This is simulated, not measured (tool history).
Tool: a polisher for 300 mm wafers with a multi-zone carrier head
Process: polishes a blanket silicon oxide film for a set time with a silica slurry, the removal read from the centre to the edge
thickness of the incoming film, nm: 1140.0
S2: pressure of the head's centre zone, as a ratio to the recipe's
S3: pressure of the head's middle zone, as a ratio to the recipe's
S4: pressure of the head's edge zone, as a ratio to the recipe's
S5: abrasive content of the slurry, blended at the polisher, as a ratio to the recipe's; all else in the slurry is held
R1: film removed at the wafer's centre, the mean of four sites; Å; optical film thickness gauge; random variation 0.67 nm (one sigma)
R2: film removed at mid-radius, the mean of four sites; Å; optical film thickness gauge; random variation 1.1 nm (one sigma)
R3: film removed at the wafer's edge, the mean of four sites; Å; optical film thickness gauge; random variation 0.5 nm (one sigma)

Run 1, day 0: flow of slurry (ml/min) 310, S2 1, S3 1, S4 1, S5 1, polishing time (s) 44. Result: R1 753.94 Å, R2 765.85 Å, R3 754.63 Å.
Run 2, day 0.242: flow of slurry (ml/min) 330, S2 1.04, S3 1.01, S4 1, S5 1, polishing time (s) 44. Result: R1 769.69 Å, R2 773.56 Å, R3 748.46 Å.
Run 3, day 0.462: flow of slurry (ml/min) 330, S2 1.04, S3 1.01, S4 1.07, S5 1, polishing time (s) 44. Result: R1 776.31 Å, R2 771.25 Å, R3 781.73 Å.
Run 4, day 0.488: flow of slurry (ml/min) 335, S2 1.09, S3 1.02, S4 1.06, S5 1, polishing time (s) 44. Result: R1 829.44 Å, R2 784.64 Å, R3 774.3 Å.
Run 5, day 0.821: flow of slurry (ml/min) 335, S2 1.09, S3 1.02, S4 1.06, S5 1.2, polishing time (s) 44. Result: R1 916.55 Å, R2 878.37 Å, R3 869 Å.
Run 6, day 0.958: flow of slurry (ml/min) 330, S2 1.09, S3 1.01, S4 1.02, S5 1.2, polishing time (s) 44. Result: R1 898.9 Å, R2 851.69 Å, R3 846.92 Å.
Run 7, day 1.204: flow of slurry (ml/min) 325, S2 1.1, S3 1.01, S4 0.98, S5 1.2, polishing time (s) 44. Result: R1 923.81 Å, R2 867.22 Å, R3 826.13 Å.
Run 8, day 1.35: flow of slurry (ml/min) 320, S2 1.1, S3 1, S4 0.96, S5 1.2, polishing time (s) 44. Result: R1 910.43 Å, R2 861.44 Å, R3 822.75 Å.
Run 9, day 1.646: flow of slurry (ml/min) 320, S2 1.11, S3 0.99, S4 0.94, S5 1.2, polishing time (s) 44. Result: R1 920.92 Å, R2 840.66 Å, R3 816.74 Å.
Run 10, day 1.862: flow of slurry (ml/min) 315, S2 1.11, S3 0.99, S4 0.92, S5 1.2, polishing time (s) 44. Result: R1 931.91 Å, R2 818.61 Å, R3 798.13 Å.
Run 11, day 2.158: flow of slurry (ml/min) 310, S2 1.1, S3 0.99, S4 0.91, S5 1.2, polishing time (s) 44. Result: R1 904.08 Å, R2 844.3 Å, R3 801.31 Å.
Run 12, day 2.296: flow of slurry (ml/min) 310, S2 1.1, S3 0.98, S4 0.9, S5 1.2, polishing time (s) 44. Result: R1 911.68 Å, R2 841.65 Å, R3 795.53 Å.
Run 13, day 2.425: flow of slurry (ml/min) 310, S2 1.1, S3 0.98, S4 0.9, S5 1.2, polishing time (s) 44. Result: R1 901.85 Å, R2 854.24 Å, R3 795.19 Å.
Run 14, day 2.783: flow of slurry (ml/min) 310, S2 1.11, S3 0.97, S4 0.9, S5 1.2, polishing time (s) 44. Result: R1 916.07 Å, R2 849.3 Å, R3 789.17 Å.

Run 15 comes next. What will it give?
Run 15, day 2.812: flow of slurry (ml/min) 310, S2 1.11, S3 0.97, S4 0.91, S5 1.2, polishing time (s) 44. Result: R1 ?, R2 ?, R3 ?.

R1: 920.47 Å
R2: 836.45 Å
R3: 803 Å
